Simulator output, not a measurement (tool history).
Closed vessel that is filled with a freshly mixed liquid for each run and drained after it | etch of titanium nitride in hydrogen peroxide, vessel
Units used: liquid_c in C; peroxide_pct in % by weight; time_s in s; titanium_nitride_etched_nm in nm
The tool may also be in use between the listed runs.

{"run": 1, "hour": 0.0, "liquid_c": 51.0, "peroxide_pct": 24.5, "time_s": 1075, "titanium_nitride_etched_nm": 95.042}
{"run": 2, "hour": 8.0, "liquid_c": 54.5, "peroxide_pct": 24.5, "time_s": 1075, "titanium_nitride_etched_nm": 122.38}
{"run": 3, "hour": 10.4, "liquid_c": 60.5, "peroxide_pct": 24.5, "time_s": 1075, "titanium_nitride_etched_nm": 184.12}
{"run": 4, "hour": 10.9, "liquid_c": 60.5, "peroxide_pct": 24.5, "time_s": 1145, "titanium_nitride_etched_nm": 196.64}
{"run": 5, "hour": 11.5, "liquid_c": 60.5, "peroxide_pct": 24.5, "time_s": 1145, "titanium_nitride_etched_nm": 195.3}
{"run": 6, "hour": 19.7, "liquid_c": 60.5, "peroxide_pct": 26.5, "time_s": 1145, "titanium_nitride_etched_nm": 200.35}
{"run": 7, "hour": 25.3, "liquid_c": 61.5, "peroxide_pct": 26.5, "time_s": 1145, "titanium_nitride_etched_nm": 214.71}

Estimate the outcome of run 8 from the log above:
{"hour": 29.0, "done": "peroxide flow meter replaced"}
{"run": 8, "hour": 29.0, "liquid_c": 62.0, "peroxide_pct": 26.5, "time_s": 1145, "titanium_nitride_etched_nm": "?"}

titanium_nitride_etched_nm: 226.460 nm
